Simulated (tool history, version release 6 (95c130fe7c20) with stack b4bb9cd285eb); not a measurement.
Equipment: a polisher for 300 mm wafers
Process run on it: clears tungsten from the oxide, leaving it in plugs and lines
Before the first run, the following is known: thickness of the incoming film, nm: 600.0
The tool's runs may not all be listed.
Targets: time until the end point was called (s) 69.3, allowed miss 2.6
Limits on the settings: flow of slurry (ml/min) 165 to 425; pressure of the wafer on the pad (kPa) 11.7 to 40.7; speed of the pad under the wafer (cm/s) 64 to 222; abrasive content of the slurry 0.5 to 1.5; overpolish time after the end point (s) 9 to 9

run  hour  flow of slurry (ml/min)  pressure of the wafer on the pad (kPa)  speed of the pad under the wafer (cm/s)  abrasive content of the slurry  overpolish time after the end point (s)  time until the end point was called (s)
  1     0                      275                                    26.2                                      142                               1                                        9                                    93.95
  2   5.1                      275                                    26.2                                      142                               1                                        9                                   95.795
  3   7.2                      275                                    27.6                                      142                               1                                        9                                   93.463
  4  15.2                      275                                      29                                      142                               1                                        9                                   87.519
  5  22.5                      275                                    29.6                                      142                               1                                        9                                   84.611
  6  23.9                      275                                    30.3                                      142                               1                                        9                                    83.88
  7  29.7                      275                                      31                                      142                               1                                        9                                   80.965
  8  33.1                      275                                    31.7                                      142                               1                                        9                                   79.874
  9  37.3                      275                                    32.4                                      142                               1                                        9                                   77.234
 10  40.1                      275                                    33.1                                      142                               1                                        9                                   76.883
 11  43.7                      275                                    33.8                                      142                               1                                        9                                    75.78

Which single option among these 4 for the next run brings every result within its allowed miss of target? Just one does.
  A  47.3                      245                                    33.1                                      138                             1.2                                        9                                        ?
  B  47.3                      260                                      29                                      162                               1                                        9                                        ?
  C  47.3                      245                                    33.1                                      160                               1                                        9                                        ?
  D  47.3                      215                                      40                                      150                               1                                        9                                        ?

move  time until the end point was called (s)
   A                                    75.21
   B                                   77.577
   C                                   69.352
   D                                   62.071
A: moves toward the targets from the last run without getting all of them in spec
B: its largest miss is bigger than the last run's
C: each result inside its tolerance
D: moves the result that the last run missed by most past its target, out the other side
Go with C: it meets all targets.
